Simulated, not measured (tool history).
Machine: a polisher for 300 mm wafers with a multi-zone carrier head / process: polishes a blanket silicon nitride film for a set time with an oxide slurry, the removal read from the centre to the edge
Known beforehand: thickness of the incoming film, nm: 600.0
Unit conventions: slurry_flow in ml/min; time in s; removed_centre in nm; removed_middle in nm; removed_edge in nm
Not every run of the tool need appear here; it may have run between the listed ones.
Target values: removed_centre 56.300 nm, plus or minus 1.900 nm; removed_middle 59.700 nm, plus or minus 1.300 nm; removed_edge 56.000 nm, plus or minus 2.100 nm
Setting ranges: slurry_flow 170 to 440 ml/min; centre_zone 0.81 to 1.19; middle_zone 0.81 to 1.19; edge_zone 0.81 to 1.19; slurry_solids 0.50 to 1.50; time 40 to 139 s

Run 1, hour 0.0: slurry_flow 280 ml/min, centre_zone 1.00, middle_zone 1.00, edge_zone 1.00, slurry_solids 1.00, time 89 s. Result: removed_centre 72.687 nm, removed_middle 72.126 nm, removed_edge 73.646 nm.
Run 2, hour 0.8: slurry_flow 280 ml/min, centre_zone 1.00, middle_zone 1.00, edge_zone 1.00, slurry_solids 1.20, time 89 s. Result: removed_centre 82.105 nm, removed_middle 79.898 nm, removed_edge 81.956 nm.
Run 3, hour 5.5: slurry_flow 280 ml/min, centre_zone 0.97, middle_zone 1.00, edge_zone 1.00, slurry_solids 1.20, time 89 s. Result: removed_centre 80.336 nm, removed_middle 79.270 nm, removed_edge 82.483 nm.
Run 4, hour 9.0: slurry_flow 280 ml/min, centre_zone 0.97, middle_zone 1.06, edge_zone 1.00, slurry_solids 1.20, time 89 s. Result: removed_centre 80.333 nm, removed_middle 83.838 nm, removed_edge 82.318 nm.
Run 5, hour 17.0: slurry_flow 280 ml/min, centre_zone 0.97, middle_zone 1.06, edge_zone 1.00, slurry_solids 1.35, time 89 s. Result: removed_centre 84.877 nm, removed_middle 89.389 nm, removed_edge 87.432 nm.
Run 6, hour 25.2: slurry_flow 280 ml/min, centre_zone 0.97, middle_zone 1.06, edge_zone 1.00, slurry_solids 1.35, time 68 s. Result: removed_centre 63.720 nm, removed_middle 67.508 nm, removed_edge 65.719 nm.
Run 7, hour 26.6: slurry_flow 275 ml/min, centre_zone 0.96, middle_zone 1.05, edge_zone 0.97, slurry_solids 1.30, time 68 s. Result: removed_centre 62.522 nm, removed_middle 65.917 nm, removed_edge 64.405 nm.
Run 8, hour 31.1: slurry_flow 275 ml/min, centre_zone 0.96, middle_zone 1.05, edge_zone 0.95, slurry_solids 1.25, time 68 s. Result: removed_centre 61.794 nm, removed_middle 64.613 nm, removed_edge 62.068 nm.
Run 9, hour 35.8: slurry_flow 275 ml/min, centre_zone 0.96, middle_zone 1.05, edge_zone 0.95, slurry_solids 1.25, time 68 s. Result: removed_centre 62.204 nm, removed_middle 64.123 nm, removed_edge 63.437 nm.
Run 10, hour 43.5: slurry_flow 275 ml/min, centre_zone 0.96, middle_zone 1.05, edge_zone 0.95, slurry_solids 1.25, time 68 s. Result: removed_centre 61.555 nm, removed_middle 64.134 nm, removed_edge 60.739 nm.
Run 11, hour 51.1: slurry_flow 270 ml/min, centre_zone 0.95, middle_zone 1.04, edge_zone 0.94, slurry_solids 1.25, time 68 s. Result: removed_centre 61.041 nm, removed_middle 63.855 nm, removed_edge 61.416 nm.
Run 12, hour 53.7: slurry_flow 260 ml/min, centre_zone 0.94, middle_zone 1.03, edge_zone 0.92, slurry_solids 1.25, time 68 s. Result: removed_centre 60.455 nm, removed_middle 63.500 nm, removed_edge 61.273 nm.
At hour 62.1: slurry nozzle cleaned.
Run 13, hour 62.1: slurry_flow 255 ml/min, centre_zone 0.93, middle_zone 1.03, edge_zone 0.90, slurry_solids 1.25, time 68 s. Result: removed_centre 60.811 nm, removed_middle 64.363 nm, removed_edge 61.742 nm.
Run 14, hour 65.2: slurry_flow 255 ml/min, centre_zone 0.93, middle_zone 1.03, edge_zone 0.89, slurry_solids 1.20, time 68 s. Result: removed_centre 58.623 nm, removed_middle 63.084 nm, removed_edge 59.861 nm.

4 candidate next runs follow, results not yet known. Just one meets every target within its allowed miss. Identify it.
Run A, hour 68.3: slurry_flow 260 ml/min, centre_zone 0.97, middle_zone 1.19, edge_zone 0.81, slurry_solids 1.05, time 70 s. Result: removed_centre ?, removed_middle ?, removed_edge ?.
Run B, hour 68.3: slurry_flow 255 ml/min, centre_zone 0.89, middle_zone 1.01, edge_zone 0.93, slurry_solids 1.25, time 66 s. Result: removed_centre ?, removed_middle ?, removed_edge ?.
Run C, hour 68.3: slurry_flow 330 ml/min, centre_zone 0.93, middle_zone 1.03, edge_zone 0.89, slurry_solids 1.35, time 59 s. Result: removed_centre ?, removed_middle ?, removed_edge ?.
Run D, hour 68.3: slurry_flow 240 ml/min, centre_zone 0.86, middle_zone 1.17, edge_zone 0.81, slurry_solids 1.15, time 70 s. Result: removed_centre ?, removed_middle ?, removed_edge ?.

move  removed_centre  removed_middle  removed_edge
   A          58.289          67.020        54.825
   B          56.452          61.698        60.797
   C          55.735          59.481        56.299
   D          55.368          69.329        57.548
A: misses by more than the last run did
B: better than the last run, though not everything is in spec
C: hits every target within its allowed miss
D: misses by more than the last run did
Go with C: it meets all targets.
